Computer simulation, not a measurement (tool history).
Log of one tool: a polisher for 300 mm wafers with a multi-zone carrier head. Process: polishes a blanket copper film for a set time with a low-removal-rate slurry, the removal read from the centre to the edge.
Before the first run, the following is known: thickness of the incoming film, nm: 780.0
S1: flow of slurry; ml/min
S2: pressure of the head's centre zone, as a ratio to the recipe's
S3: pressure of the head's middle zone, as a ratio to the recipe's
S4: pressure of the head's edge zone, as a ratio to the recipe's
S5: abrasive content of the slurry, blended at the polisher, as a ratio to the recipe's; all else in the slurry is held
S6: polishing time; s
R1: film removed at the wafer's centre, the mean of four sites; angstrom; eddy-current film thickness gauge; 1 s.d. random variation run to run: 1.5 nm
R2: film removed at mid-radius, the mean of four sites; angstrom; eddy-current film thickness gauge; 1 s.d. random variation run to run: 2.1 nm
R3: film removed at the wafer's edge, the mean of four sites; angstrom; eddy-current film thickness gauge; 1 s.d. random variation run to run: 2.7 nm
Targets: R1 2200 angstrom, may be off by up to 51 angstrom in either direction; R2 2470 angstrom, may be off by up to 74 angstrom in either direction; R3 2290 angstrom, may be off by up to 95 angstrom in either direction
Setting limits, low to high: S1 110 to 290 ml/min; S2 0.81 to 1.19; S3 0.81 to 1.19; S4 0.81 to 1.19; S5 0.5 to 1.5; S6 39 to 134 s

run	day	S1	S2	S3	S4	S5	S6	R1	R2	R3
1	0	185	1	1	1	1	86	2170.3	2118.8	2187.5
2	0.254	185	1	1.06	1	1	86	2167.2	2259.2	2178.6
3	0.3	190	1	1.07	1.01	1	86	2174.1	2272.1	2121.8
4	0.362	190	1	1.07	1.01	1	70	1774.3	1840.9	1771
5	0.683	190	1.03	1.07	1.01	1	70	1853.2	1834.6	1729
6	0.967	190	1.03	1.07	1.01	1	89	2307.7	2354.2	2229.1
7	1.029	185	1.02	1.08	1.01	1	89	2266.5	2341.4	2228.3
8	1.221	185	1.01	1.09	1.01	1	89	2295.2	2370.2	2258
9	1.433	185	1	1.1	1.01	1	89	2229.1	2362.7	2198

Exercise: of the 4 proposed moves below, exactly one satisfies all targets within the stated allowed misses. Which move is it?
A	1.646	160	0.95	1.1	0.97	1.05	93	?	?	?
B	1.646	160	1	0.99	1	1.15	88	?	?	?
C	1.646	110	0.99	1.06	0.98	0.9	100	?	?	?
D	1.646	185	1.08	1.09	1.14	0.95	83	?	?	?

move	R1	R2	R3
A	2189.2	2488.2	2237.2
B	2210.2	2187.2	2186.3
C	2177.4	2330.4	2226.8
D	2232.8	2216.2	2163.5
A: all results land within tolerance of their targets
B: its largest miss is bigger than the last run's
C: its largest miss is bigger than the last run's
D: its largest miss is bigger than the last run's
The right move is A.
